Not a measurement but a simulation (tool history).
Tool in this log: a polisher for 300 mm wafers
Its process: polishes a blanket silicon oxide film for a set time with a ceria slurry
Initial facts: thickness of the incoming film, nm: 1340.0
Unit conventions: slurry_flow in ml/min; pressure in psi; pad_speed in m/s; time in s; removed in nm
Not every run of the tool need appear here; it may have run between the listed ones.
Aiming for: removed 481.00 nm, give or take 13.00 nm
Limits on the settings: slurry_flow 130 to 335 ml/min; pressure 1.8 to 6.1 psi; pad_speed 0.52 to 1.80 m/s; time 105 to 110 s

run,hour,slurry_flow,pressure,pad_speed,time,removed
1,0.0,215,3.9,1.16,105,563.14
2,6.9,210,3.8,1.16,105,540.22
3,9.2,200,3.7,1.16,105,526.30
4,14.0,195,3.6,1.16,105,514.05
5,21.5,195,3.0,1.16,105,430.39
6,28.2,195,3.0,1.16,110,446.79
7,36.6,220,3.3,1.16,110,502.61
8,42.8,215,3.3,1.16,110,503.45
9,44.5,205,3.1,1.16,110,464.59
10,46.4,205,3.1,1.16,110,468.55

4 candidate next runs follow, results not yet known. Just one meets every target within its allowed miss. Identify it.
A,48.3,200,2.7,1.26,109,?
B,48.3,240,3.6,1.00,105,?
C,48.3,255,2.5,1.46,109,?
D,48.3,210,3.2,1.04,110,?

move,removed
A,437.17
B,455.05
C,483.89
D,434.26
A: further off than the last run
B: further off than the last run
C: every result lands within tolerance
D: further off than the last run
Answer: C
